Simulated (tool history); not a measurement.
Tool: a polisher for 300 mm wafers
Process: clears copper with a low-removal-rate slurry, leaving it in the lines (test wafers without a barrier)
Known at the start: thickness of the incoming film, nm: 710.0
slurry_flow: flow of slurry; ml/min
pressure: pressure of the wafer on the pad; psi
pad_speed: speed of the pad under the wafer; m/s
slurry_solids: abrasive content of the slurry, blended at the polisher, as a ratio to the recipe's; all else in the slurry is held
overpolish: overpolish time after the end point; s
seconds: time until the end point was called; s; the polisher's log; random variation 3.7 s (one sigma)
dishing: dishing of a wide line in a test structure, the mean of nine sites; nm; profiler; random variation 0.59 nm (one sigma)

run,day,slurry_flow,pressure,pad_speed,slurry_solids,overpolish,seconds,dishing
1,0.000,275,3.4,1.30,1.0,15,187.39,39.178
2,0.129,275,3.8,1.30,1.0,15,164.57,43.497
3,0.267,275,3.7,1.30,1.0,16,170.62,45.297
4,0.333,275,3.7,1.30,1.0,12,172.02,35.115
5,0.696,275,3.7,1.02,1.0,12,218.74,28.215
6,0.904,300,3.7,1.02,1.0,12,214.13,28.099
7,1.008,290,3.7,1.04,1.0,13,215.56,31.750
8,1.242,290,3.8,1.04,1.0,14,209.29,34.340
9,1.471,290,3.9,1.04,1.0,15,200.16,37.378

The next listed run, before its measurement:
10,1.742,290,3.9,1.04,1.0,16,?,?

seconds: 199.44 s
dishing: 39.363 nm
